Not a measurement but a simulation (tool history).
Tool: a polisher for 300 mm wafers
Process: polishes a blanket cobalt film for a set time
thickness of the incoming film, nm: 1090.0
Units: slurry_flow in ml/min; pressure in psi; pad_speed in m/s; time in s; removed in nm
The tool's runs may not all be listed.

run	hour	slurry_flow	pressure	pad_speed	time	removed
1	0.0	225	1.9	0.92	88	430.01
2	5.6	225	1.9	0.78	88	367.17
3	6.6	255	1.9	0.78	88	371.59
4	13.3	255	2.3	0.78	88	445.75
5	17.8	255	2.3	0.94	88	540.16
6	26.6	300	2.3	0.94	88	547.18

Run 7 comes next. What will it give?
7	28.0	300	2.4	0.94	88	?

removed: 558.16 nm

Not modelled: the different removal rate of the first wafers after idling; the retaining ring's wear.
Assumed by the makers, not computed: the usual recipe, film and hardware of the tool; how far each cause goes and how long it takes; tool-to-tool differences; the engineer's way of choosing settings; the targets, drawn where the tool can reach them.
